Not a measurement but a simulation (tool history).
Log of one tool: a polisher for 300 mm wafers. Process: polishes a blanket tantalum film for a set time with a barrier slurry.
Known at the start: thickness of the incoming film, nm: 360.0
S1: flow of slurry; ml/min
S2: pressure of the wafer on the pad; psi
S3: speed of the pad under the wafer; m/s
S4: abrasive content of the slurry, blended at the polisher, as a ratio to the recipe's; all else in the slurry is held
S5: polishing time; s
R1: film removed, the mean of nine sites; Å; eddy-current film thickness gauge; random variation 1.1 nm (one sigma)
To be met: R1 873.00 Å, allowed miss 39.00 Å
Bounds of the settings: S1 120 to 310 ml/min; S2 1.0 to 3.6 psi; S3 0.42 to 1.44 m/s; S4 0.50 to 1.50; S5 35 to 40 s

run,hour,S1,S2,S3,S4,S5,R1
1,0.0,200,2.3,0.92,1.00,40,669.64
2,5.4,200,2.4,0.92,1.00,40,687.05
3,11.0,200,2.5,0.92,1.00,40,718.21
4,20.0,200,2.0,0.92,1.00,40,576.02
5,22.1,200,2.0,0.92,1.10,40,596.01
6,29.6,235,2.0,0.92,1.10,40,609.40
7,36.4,235,2.0,0.92,1.10,40,605.27
8,42.9,235,2.1,0.92,1.10,40,632.69

4 next moves are on the table. One of them brings every result within its allowed miss. Which?
A,49.4,205,2.2,1.12,1.25,40,?
B,49.4,230,2.5,1.10,1.10,40,?
C,49.4,270,2.4,1.16,1.10,36,?
D,49.4,225,1.8,0.70,1.15,35,?

move,R1
A,795.96
B,865.50
C,798.45
D,394.92
A: nearer than the last run, and not there yet
B: meets every target
C: nearer than the last run, and not there yet
D: further off than the last run
Move B is the one to make.
